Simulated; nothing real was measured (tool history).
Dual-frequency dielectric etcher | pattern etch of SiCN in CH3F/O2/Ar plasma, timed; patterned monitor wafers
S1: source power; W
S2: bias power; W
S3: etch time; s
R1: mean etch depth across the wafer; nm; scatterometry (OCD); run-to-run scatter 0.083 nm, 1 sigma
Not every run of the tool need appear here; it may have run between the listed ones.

{"run": 1, "hour": 0.0, "S1": 440, "S2": 101, "S3": 44, "R1": 20.904}
{"run": 2, "hour": 7.6, "S1": 440, "S2": 101, "S3": 40, "R1": 18.955}
{"run": 3, "hour": 11.2, "S1": 480, "S2": 111, "S3": 40, "R1": 20.536}
{"run": 4, "hour": 18.9, "S1": 510, "S2": 119, "S3": 40, "R1": 21.598}
{"run": 5, "hour": 26.0, "S1": 540, "S2": 125, "S3": 40, "R1": 22.457}
{"run": 6, "hour": 34.1, "S1": 540, "S2": 136, "S3": 40, "R1": 23.309}
{"run": 7, "hour": 41.5, "S1": 560, "S2": 137, "S3": 40.5, "R1": 24.08}

Run 8 is up next; what results do you expect?
{"run": 8, "hour": 47.7, "S1": 570, "S2": 138, "S3": 40.5, "R1": "?"}

R1: 24.345 nm
